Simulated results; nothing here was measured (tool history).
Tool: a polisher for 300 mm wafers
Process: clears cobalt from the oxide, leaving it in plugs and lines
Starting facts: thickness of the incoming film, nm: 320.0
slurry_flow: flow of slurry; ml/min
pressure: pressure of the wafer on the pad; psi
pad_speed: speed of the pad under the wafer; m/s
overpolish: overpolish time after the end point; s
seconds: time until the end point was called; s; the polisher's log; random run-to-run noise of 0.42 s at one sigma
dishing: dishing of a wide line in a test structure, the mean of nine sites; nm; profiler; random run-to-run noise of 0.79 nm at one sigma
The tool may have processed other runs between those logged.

run    day  slurry_flow  pressure  pad_speed  overpolish  seconds  dishing
  1      0          190         2       1.22          22   55.371   58.723
  2  0.088          190       1.6       1.22          22    67.46   55.197
  3  0.304          190       1.6       1.22          15   66.041   42.838
  4   0.35          190       1.4       1.22          15   75.318   41.491
  5  0.683          190       1.4       1.22          23     75.1    53.08
  6  0.988          190       1.4       1.22          19   75.693   44.929
  7  1.179          190       1.5       1.22          18   72.067   45.372
  8   1.55          190       1.6       1.22          17   68.398   46.254
  9  1.733          190       1.7       1.22          16   63.968   47.509
 10  2.038          190       1.7       1.24          15   62.116   45.708

Expected results for the next run?
 11  2.112          190       1.7       1.24          15        ?        ?

Run 11 produced seconds 62.857 s, dishing 46.853 nm.
